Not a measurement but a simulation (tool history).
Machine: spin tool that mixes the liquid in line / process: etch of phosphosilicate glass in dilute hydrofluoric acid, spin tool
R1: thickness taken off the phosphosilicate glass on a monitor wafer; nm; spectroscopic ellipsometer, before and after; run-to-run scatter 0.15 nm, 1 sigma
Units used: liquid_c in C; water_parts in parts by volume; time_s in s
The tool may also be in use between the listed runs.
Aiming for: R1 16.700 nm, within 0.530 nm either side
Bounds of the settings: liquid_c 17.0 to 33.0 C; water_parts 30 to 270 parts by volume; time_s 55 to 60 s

{"run": 1, "hour": 0.0, "liquid_c": 25.0, "water_parts": 150, "time_s": 55, "R1": 22.767}
{"run": 2, "hour": 6.6, "liquid_c": 23.5, "water_parts": 150, "time_s": 55, "R1": 21.73}
{"run": 3, "hour": 8.7, "liquid_c": 22.5, "water_parts": 150, "time_s": 55, "R1": 20.855}
{"run": 4, "hour": 15.7, "liquid_c": 22.5, "water_parts": 150, "time_s": 60, "R1": 22.4}
{"run": 5, "hour": 20.2, "liquid_c": 22.5, "water_parts": 175, "time_s": 60, "R1": 18.72}
{"run": 6, "hour": 26.0, "liquid_c": 22.5, "water_parts": 175, "time_s": 60, "R1": 19.153}
{"run": 7, "hour": 34.4, "liquid_c": 22.0, "water_parts": 175, "time_s": 60, "R1": 18.458}
{"run": 8, "hour": 41.8, "liquid_c": 21.5, "water_parts": 175, "time_s": 60, "R1": 18.21}
{"run": 9, "hour": 48.9, "liquid_c": 21.0, "water_parts": 175, "time_s": 60, "R1": 18.257}
{"run": 10, "hour": 57.7, "liquid_c": 20.5, "water_parts": 175, "time_s": 60, "R1": 17.569}

Which of these 4 next moves meets every target?
{"run": "A", "hour": 66.5, "liquid_c": 19.5, "water_parts": 175, "time_s": 60, "R1": "?"}
{"run": "B", "hour": 66.5, "liquid_c": 17.0, "water_parts": 135, "time_s": 55, "R1": "?"}
{"run": "C", "hour": 66.5, "liquid_c": 23.0, "water_parts": 195, "time_s": 55, "R1": "?"}
{"run": "D", "hour": 66.5, "liquid_c": 20.5, "water_parts": 180, "time_s": 55, "R1": "?"}

move=A R1=16.761
move=B R1=18.734
move=C R1=15.453
move=D R1=15.455
A: hits every target within its allowed miss
B: moves away from the targets compared with the last run
C: the result that was furthest off in the last run now lies on the other side of its target
D: the result that was furthest off in the last run now lies on the other side of its target
Move A is the one to make.

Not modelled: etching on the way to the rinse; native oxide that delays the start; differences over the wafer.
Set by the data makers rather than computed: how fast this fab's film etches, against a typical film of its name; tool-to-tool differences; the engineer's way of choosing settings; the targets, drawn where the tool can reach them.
